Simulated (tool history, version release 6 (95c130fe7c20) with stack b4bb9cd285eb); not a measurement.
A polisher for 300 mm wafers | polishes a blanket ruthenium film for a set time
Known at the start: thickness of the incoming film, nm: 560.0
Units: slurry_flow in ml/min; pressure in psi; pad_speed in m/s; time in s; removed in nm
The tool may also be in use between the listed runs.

run 1 hour=0 | slurry_flow=220 pressure=2.5 pad_speed=0.94 time=49 | removed=50.838
run 2 hour=2.5 | slurry_flow=220 pressure=2.5 pad_speed=1.1 time=49 | removed=60.223
run 3 hour=10.1 | slurry_flow=180 pressure=2.5 pad_speed=1.1 time=49 | removed=58.464
run 4 hour=14.5 | slurry_flow=175 pressure=2.2 pad_speed=1.02 time=49 | removed=46.75
run 5 hour=18.2 | slurry_flow=170 pressure=2 pad_speed=0.96 time=49 | removed=40.192
run 6 hour=19.6 | slurry_flow=195 pressure=2 pad_speed=0.96 time=49 | removed=41.387
run 7 hour=21.2 | slurry_flow=145 pressure=1.3 pad_speed=0.7 time=49 | removed=19.388

Run 8 comes next. What will it give?
run 8 hour=26.2 | slurry_flow=160 pressure=1.3 pad_speed=0.7 time=49 | removed=?

{"run 8": {"removed": 19.462}}
